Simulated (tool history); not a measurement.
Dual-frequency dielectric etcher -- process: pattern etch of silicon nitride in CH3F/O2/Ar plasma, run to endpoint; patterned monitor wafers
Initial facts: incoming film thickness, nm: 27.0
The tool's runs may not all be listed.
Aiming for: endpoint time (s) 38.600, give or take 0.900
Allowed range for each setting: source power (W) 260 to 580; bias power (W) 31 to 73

run  hour  source power (W)  bias power (W)  endpoint time (s)
  1   0.0               420              52             43.543
  2   3.2               430              53             42.977
  3   5.4               370              53             46.475
  4   9.6               390              53             45.026
  5  11.4               390              60             42.922
  6  12.4               400              60             42.737
  7  18.6               410              60             42.073
  8  19.2               420              60             41.747
  9  23.4               430              60             40.656
 10  32.2               450              60             40.481

Which of these 5 next moves meets every target?
  A  41.0               460              56                  ?
  B  41.0               500              60                  ?
  C  41.0               530              65                  ?
  D  41.0               430              54                  ?
  E  41.0               420              62                  ?

move  endpoint time (s)
   A             40.991
   B             38.676
   C             36.790
   D             42.735
   E             41.457
A: moves away from the targets compared with the last run
B: each result inside its tolerance
C: takes the biggest miss from the last run beyond its target
D: moves away from the targets compared with the last run
E: moves away from the targets compared with the last run
Correct choice: B, which meets every target

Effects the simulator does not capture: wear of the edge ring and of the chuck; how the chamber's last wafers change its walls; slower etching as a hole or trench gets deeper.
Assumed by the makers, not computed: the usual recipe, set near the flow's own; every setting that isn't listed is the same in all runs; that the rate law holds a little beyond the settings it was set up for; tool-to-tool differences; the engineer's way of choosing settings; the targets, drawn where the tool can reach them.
